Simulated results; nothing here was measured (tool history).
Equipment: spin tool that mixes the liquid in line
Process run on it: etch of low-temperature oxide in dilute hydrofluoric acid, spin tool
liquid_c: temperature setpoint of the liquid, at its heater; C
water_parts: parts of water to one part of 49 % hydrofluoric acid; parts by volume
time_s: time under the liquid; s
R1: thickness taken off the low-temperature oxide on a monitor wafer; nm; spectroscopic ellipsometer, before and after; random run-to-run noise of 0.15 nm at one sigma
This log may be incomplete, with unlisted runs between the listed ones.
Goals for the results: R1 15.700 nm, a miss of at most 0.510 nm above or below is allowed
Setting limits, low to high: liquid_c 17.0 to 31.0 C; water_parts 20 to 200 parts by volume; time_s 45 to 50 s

{"run": 1, "hour": 0.0, "liquid_c": 23.0, "water_parts": 110, "time_s": 45, "R1": 11.705}
{"run": 2, "hour": 3.1, "liquid_c": 25.0, "water_parts": 110, "time_s": 45, "R1": 12.585}
{"run": 3, "hour": 11.4, "liquid_c": 27.0, "water_parts": 110, "time_s": 45, "R1": 13.748}
{"run": 4, "hour": 14.8, "liquid_c": 27.0, "water_parts": 110, "time_s": 45, "R1": 13.929}
{"run": 5, "hour": 18.2, "liquid_c": 27.5, "water_parts": 110, "time_s": 45, "R1": 14.021}
{"run": 6, "hour": 23.6, "liquid_c": 28.0, "water_parts": 110, "time_s": 45, "R1": 14.308}
{"run": 7, "hour": 25.6, "liquid_c": 28.5, "water_parts": 110, "time_s": 45, "R1": 14.598}
{"run": 8, "hour": 29.4, "liquid_c": 29.0, "water_parts": 110, "time_s": 45, "R1": 14.753}
{"run": 9, "hour": 37.0, "liquid_c": 29.5, "water_parts": 110, "time_s": 45, "R1": 15.005}

Consider the 4 candidate settings below. Which is the only one whose results all fall within their allowed miss of target?
{"run": "A", "hour": 44.6, "liquid_c": 31.0, "water_parts": 120, "time_s": 45, "R1": "?"}
{"run": "B", "hour": 44.6, "liquid_c": 28.0, "water_parts": 100, "time_s": 45, "R1": "?"}
{"run": "C", "hour": 44.6, "liquid_c": 28.5, "water_parts": 110, "time_s": 45, "R1": "?"}
{"run": "D", "hour": 44.6, "liquid_c": 29.0, "water_parts": 115, "time_s": 45, "R1": "?"}

move=A R1=14.283
move=B R1=15.750
move=C R1=14.397
move=D R1=13.938
A: its largest miss is bigger than the last run's
B: every result lands within tolerance
C: its largest miss is bigger than the last run's
D: its largest miss is bigger than the last run's
Correct choice: B, which meets every target

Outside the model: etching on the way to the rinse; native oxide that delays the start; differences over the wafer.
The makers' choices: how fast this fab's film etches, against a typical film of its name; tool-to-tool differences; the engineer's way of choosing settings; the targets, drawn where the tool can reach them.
